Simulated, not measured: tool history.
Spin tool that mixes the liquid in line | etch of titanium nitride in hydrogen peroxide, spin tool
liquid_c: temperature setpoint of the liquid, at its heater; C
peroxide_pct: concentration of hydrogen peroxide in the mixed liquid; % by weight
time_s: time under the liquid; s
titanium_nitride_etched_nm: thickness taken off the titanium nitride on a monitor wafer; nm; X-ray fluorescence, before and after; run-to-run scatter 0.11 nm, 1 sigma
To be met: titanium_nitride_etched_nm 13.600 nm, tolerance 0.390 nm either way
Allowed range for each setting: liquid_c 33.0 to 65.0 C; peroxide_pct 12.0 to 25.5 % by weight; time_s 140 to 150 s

Run 1, hour 0.0: liquid_c 49.0 C, peroxide_pct 17.5 % by weight, time_s 140 s. Result: titanium_nitride_etched_nm 10.502 nm.
Run 2, hour 2.0: liquid_c 49.0 C, peroxide_pct 17.5 % by weight, time_s 150 s. Result: titanium_nitride_etched_nm 11.219 nm.
Run 3, hour 7.0: liquid_c 56.0 C, peroxide_pct 17.5 % by weight, time_s 150 s. Result: titanium_nitride_etched_nm 18.253 nm.
Run 4, hour 14.9: liquid_c 62.5 C, peroxide_pct 17.5 % by weight, time_s 150 s. Result: titanium_nitride_etched_nm 29.197 nm.
Run 5, hour 20.5: liquid_c 62.5 C, peroxide_pct 17.5 % by weight, time_s 150 s. Result: titanium_nitride_etched_nm 28.772 nm.
Run 6, hour 26.5: liquid_c 62.5 C, peroxide_pct 20.0 % by weight, time_s 150 s. Result: titanium_nitride_etched_nm 29.671 nm.
Run 7, hour 27.2: liquid_c 58.5 C, peroxide_pct 20.0 % by weight, time_s 150 s. Result: titanium_nitride_etched_nm 22.346 nm.
Run 8, hour 31.6: liquid_c 50.5 C, peroxide_pct 20.0 % by weight, time_s 150 s. Result: titanium_nitride_etched_nm 12.723 nm.

Which of these 4 next moves meets every target?
Run A, hour 36.0: liquid_c 50.0 C, peroxide_pct 23.0 % by weight, time_s 150 s. Result: titanium_nitride_etched_nm ?.
Run B, hour 36.0: liquid_c 50.5 C, peroxide_pct 19.5 % by weight, time_s 150 s. Result: titanium_nitride_etched_nm ?.
Run C, hour 36.0: liquid_c 51.0 C, peroxide_pct 17.0 % by weight, time_s 150 s. Result: titanium_nitride_etched_nm ?.
Run D, hour 36.0: liquid_c 51.5 C, peroxide_pct 18.5 % by weight, time_s 150 s. Result: titanium_nitride_etched_nm ?.

move  titanium_nitride_etched_nm
   A                      12.715
   B                      12.722
   C                      12.808
   D                      13.516
A: neither nearer nor further off than the last run
B: neither nearer nor further off than the last run
C: moves toward the targets from the last run without getting all of them in spec
D: every result within its allowed miss
D is the move that brings every result within its allowed miss.

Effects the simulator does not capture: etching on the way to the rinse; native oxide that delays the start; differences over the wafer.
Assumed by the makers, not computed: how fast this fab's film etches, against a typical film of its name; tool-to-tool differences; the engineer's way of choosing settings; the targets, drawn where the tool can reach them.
